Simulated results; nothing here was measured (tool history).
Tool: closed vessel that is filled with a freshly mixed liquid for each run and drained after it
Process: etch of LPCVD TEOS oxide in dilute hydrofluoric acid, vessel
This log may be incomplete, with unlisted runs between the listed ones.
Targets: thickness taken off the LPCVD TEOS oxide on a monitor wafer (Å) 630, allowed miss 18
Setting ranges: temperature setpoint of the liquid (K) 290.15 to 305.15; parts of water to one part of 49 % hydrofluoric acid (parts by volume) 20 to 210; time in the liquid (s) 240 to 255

| run | day | temperature setpoint of the liquid (K) | parts of water to one part of 49 % hydrofluoric acid (parts by volume) | time in the liquid (s) | thickness taken off the LPCVD TEOS oxide on a monitor wafer (Å) |
|---|---|---|---|---|---|
| 1 | 0 | 297.15 | 115 | 240 | 365.46 |
| 2 | 0.071 | 299.15 | 105 | 240 | 433.55 |
| 3 | 0.371 | 300.65 | 100 | 240 | 485.43 |
| 4 | 0.496 | 302.15 | 100 | 240 | 512.35 |
| 5 | 0.65 | 300.15 | 100 | 240 | 477.94 |
| 6 | 0.675 | 298.65 | 100 | 240 | 445.18 |
| 7 | 0.975 | 300.65 | 95 | 240 | 515.84 |
| 8 | 1.212 | 301.65 | 95 | 240 | 536.87 |
| 9 | 1.521 | 301.65 | 95 | 240 | 527.85 |
| 10 | 1.688 | 302.65 | 95 | 240 | 546.75 |
| 11 | 1.883 | 303.15 | 95 | 240 | 561.34 |
| 12 | 1.904 | 303.65 | 95 | 240 | 577.89 |

Next run, 4 choices. One meets every target within its allowed miss, the rest don't. Which?
| A | 1.925 | 301.65 | 80 | 245 | ? |
| B | 1.925 | 302.65 | 80 | 240 | ? |
| C | 1.925 | 304.65 | 105 | 240 | ? |
| D | 1.925 | 297.65 | 75 | 255 | ? |

| move | thickness taken off the LPCVD TEOS oxide on a monitor wafer (Å) |
|---|---|
| A | 661.74 |
| B | 673.68 |
| C | 533.67 |
| D | 631.73 |
A: carries the result that was furthest off beyond its target, to the other side
B: carries the result that was furthest off beyond its target, to the other side
C: misses by more than the last run did
D: meets every target
So the answer is move D, the one that meets all the targets.

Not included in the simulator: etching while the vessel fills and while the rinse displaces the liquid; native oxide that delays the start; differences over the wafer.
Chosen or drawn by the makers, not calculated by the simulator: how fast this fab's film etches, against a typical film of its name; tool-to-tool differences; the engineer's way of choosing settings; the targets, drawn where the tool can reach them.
